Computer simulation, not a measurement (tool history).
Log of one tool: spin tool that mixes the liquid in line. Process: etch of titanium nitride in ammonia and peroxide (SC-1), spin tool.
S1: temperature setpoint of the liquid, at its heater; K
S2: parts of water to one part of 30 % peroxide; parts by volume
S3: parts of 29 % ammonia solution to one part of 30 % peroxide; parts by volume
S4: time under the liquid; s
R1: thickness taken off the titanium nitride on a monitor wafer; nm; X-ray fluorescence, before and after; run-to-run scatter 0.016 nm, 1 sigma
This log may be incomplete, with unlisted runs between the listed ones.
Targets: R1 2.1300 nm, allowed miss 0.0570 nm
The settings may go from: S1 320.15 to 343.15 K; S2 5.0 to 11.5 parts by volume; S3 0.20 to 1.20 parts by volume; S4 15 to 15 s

| run | day | S1 | S2 | S3 | S4 | R1 |
|---|---|---|---|---|---|---|
| 1 | 0.000 | 336.15 | 6.5 | 0.75 | 15 | 5.3590 |
| 2 | 0.029 | 331.65 | 6.5 | 0.75 | 15 | 3.9822 |
| 3 | 0.329 | 328.65 | 6.5 | 0.75 | 15 | 3.2614 |
| 4 | 0.433 | 326.65 | 6.5 | 0.75 | 15 | 2.8435 |
| 5 | 0.546 | 332.15 | 6.5 | 0.75 | 15 | 4.0653 |
| 6 | 0.908 | 332.15 | 6.5 | 0.55 | 15 | 3.9763 |
| 7 | 1.092 | 329.15 | 6.5 | 0.55 | 15 | 3.2167 |
| 8 | 1.133 | 327.15 | 6.5 | 0.55 | 15 | 2.7919 |

Below are 4 possible settings for the next run. Only one of them brings all results inside the allowed miss of their targets. Which is it?
| A | 1.175 | 325.65 | 8.5 | 0.30 | 15 | ? |
| B | 1.175 | 324.15 | 9.0 | 0.70 | 15 | ? |
| C | 1.175 | 325.15 | 6.5 | 0.35 | 15 | ? |
| D | 1.175 | 320.15 | 5.0 | 1.00 | 15 | ? |

| move | R1 |
|---|---|
| A | 1.9751 |
| B | 2.0017 |
| C | 2.2484 |
| D | 2.0948 |
A: takes the result that was furthest off past its target
B: takes the result that was furthest off past its target
C: an improvement on the last run, though not all results are within tolerance
D: all results land within tolerance of their targets
Correct choice: D, which meets every target
